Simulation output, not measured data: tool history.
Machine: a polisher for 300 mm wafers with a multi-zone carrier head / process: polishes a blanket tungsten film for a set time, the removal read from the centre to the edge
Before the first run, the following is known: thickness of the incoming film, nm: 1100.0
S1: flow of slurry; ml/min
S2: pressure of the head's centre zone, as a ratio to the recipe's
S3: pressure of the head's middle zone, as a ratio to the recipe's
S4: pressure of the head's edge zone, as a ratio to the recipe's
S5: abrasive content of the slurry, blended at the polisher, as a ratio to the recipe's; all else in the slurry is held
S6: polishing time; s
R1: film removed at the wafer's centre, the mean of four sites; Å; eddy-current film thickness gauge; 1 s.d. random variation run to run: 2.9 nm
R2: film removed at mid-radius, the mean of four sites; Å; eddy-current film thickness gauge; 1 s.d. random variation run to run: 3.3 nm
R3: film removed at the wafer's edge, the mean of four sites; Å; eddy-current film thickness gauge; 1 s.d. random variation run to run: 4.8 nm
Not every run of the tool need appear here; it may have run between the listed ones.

run 1 hour=0 | S1=125 S2=1 S3=1 S4=1 S5=1 S6=56 | R1=3558.6 R2=3448.1 R3=3604.8
run 2 hour=4.1 | S1=115 S2=0.95 S3=0.97 S4=1.01 S5=0.95 S6=56 | R1=3267.6 R2=3337 R3=3571.3
run 3 hour=5.7 | S1=115 S2=0.95 S3=0.97 S4=1.01 S5=0.95 S6=68 | R1=3904.7 R2=4001.9 R3=4371
run 4 hour=11.7 | S1=105 S2=0.92 S3=0.93 S4=1 S5=0.8 S6=65 | R1=3422.9 R2=3504 R3=3928
run 5 hour=16.3 | S1=100 S2=0.89 S3=0.9 S4=0.99 S5=0.7 S6=64 | R1=3154.1 R2=3236.8 R3=3641
run 6 hour=24.4 | S1=100 S2=0.89 S3=0.9 S4=0.99 S5=0.7 S6=74 | R1=3564.5 R2=3720.6 R3=4202.8
run 7 hour=28.8 | S1=80 S2=0.81 S3=0.84 S4=0.96 S5=0.5 S6=62 | R1=2420.6 R2=2556.9 R3=3080.4

Predict the results of run 8:
-- hour=35.9 edge zone pressure recalibrated
run 8 hour=35.9 | S1=90 S2=0.81 S3=0.85 S4=0.97 S5=0.5 S6=62 | R1=? R2=? R3=?

{"run 8": {"R1": 2523.6, "R2": 2659.6, "R3": 3043.7}}
